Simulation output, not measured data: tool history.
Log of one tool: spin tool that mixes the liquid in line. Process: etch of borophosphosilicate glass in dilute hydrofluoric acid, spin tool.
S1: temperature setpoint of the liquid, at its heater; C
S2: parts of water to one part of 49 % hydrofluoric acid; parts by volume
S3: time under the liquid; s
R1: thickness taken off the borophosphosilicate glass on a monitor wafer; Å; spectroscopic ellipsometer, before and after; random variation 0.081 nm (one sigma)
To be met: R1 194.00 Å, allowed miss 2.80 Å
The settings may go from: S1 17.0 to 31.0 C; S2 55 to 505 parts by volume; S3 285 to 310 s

run,hour,S1,S2,S3,R1
1,0.0,23.0,280,285,221.31
2,5.2,22.5,280,285,217.62
3,9.6,25.0,280,285,237.38
4,11.1,25.0,280,285,236.98
5,13.7,27.5,280,285,258.93
6,14.4,27.5,280,310,281.60
7,16.4,27.5,280,310,280.34
8,21.3,26.5,280,310,271.46
9,22.5,25.5,280,310,263.40
10,24.4,21.5,290,310,216.50
11,32.0,21.0,290,310,212.96

Which of these 4 next moves meets every target?
A,39.6,17.5,220,290,?
B,39.6,21.5,265,310,?
C,39.6,21.5,310,300,?
D,39.6,17.5,295,310,?

move,R1
A,248.17
B,245.79
C,194.97
D,185.25
A: further off than the last run
B: further off than the last run
C: meets every target
D: takes the result that was furthest off past its target
The right move is C.

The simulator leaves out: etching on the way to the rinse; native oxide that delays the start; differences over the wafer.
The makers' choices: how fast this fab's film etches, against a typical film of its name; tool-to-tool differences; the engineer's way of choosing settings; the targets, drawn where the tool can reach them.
